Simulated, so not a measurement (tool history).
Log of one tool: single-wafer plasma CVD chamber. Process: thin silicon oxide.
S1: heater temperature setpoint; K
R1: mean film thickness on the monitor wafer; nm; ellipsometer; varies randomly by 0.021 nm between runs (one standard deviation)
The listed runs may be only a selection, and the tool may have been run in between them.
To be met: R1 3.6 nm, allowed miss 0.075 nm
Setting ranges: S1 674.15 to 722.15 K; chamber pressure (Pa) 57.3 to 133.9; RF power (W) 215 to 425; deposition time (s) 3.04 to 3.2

{"run": 1, "hour": 0.0, "S1": 698.15, "chamber pressure (Pa)": 95.6, "RF power (W)": 320, "deposition time (s)": 3.2, "R1": 5.3483}
{"run": 2, "hour": 1.3, "S1": 698.15, "chamber pressure (Pa)": 95.6, "RF power (W)": 320, "deposition time (s)": 3.2, "R1": 5.3786}
{"run": 3, "hour": 4.3, "S1": 698.15, "chamber pressure (Pa)": 95.6, "RF power (W)": 280, "deposition time (s)": 3.2, "R1": 5.0943}
{"run": 4, "hour": 11.2, "S1": 702.15, "chamber pressure (Pa)": 95.6, "RF power (W)": 280, "deposition time (s)": 3.2, "R1": 5.0376}
{"run": 5, "hour": 19.3, "S1": 702.15, "chamber pressure (Pa)": 95.6, "RF power (W)": 280, "deposition time (s)": 3.04, "R1": 4.7796}
{"run": 6, "hour": 24.1, "S1": 703.15, "chamber pressure (Pa)": 92.8, "RF power (W)": 280, "deposition time (s)": 3.04, "R1": 4.6759}
{"run": 7, "hour": 30.9, "S1": 703.15, "chamber pressure (Pa)": 92.8, "RF power (W)": 280, "deposition time (s)": 3.04, "R1": 4.6117}
{"run": 8, "hour": 33.5, "S1": 704.15, "chamber pressure (Pa)": 90.7, "RF power (W)": 280, "deposition time (s)": 3.04, "R1": 4.5609}

Pick the move, out of 4, that brings all results within their allowed miss; only one does.
{"run": "A", "hour": 36.1, "S1": 706.15, "chamber pressure (Pa)": 66.7, "RF power (W)": 255, "deposition time (s)": 3.04, "R1": "?"}
{"run": "B", "hour": 36.1, "S1": 712.15, "chamber pressure (Pa)": 103.7, "RF power (W)": 330, "deposition time (s)": 3.2, "R1": "?"}
{"run": "C", "hour": 36.1, "S1": 695.15, "chamber pressure (Pa)": 60.1, "RF power (W)": 275, "deposition time (s)": 3.04, "R1": "?"}
{"run": "D", "hour": 36.1, "S1": 704.15, "chamber pressure (Pa)": 70.8, "RF power (W)": 270, "deposition time (s)": 3.15, "R1": "?"}

move=A R1=3.2021
move=B R1=5.8107
move=C R1=2.9984
move=D R1=3.6236
A: takes the result that was furthest off past its target
B: lands further from the targets than the last run did
C: takes the result that was furthest off past its target
D: all results in spec
D is the move that brings every result within its allowed miss.
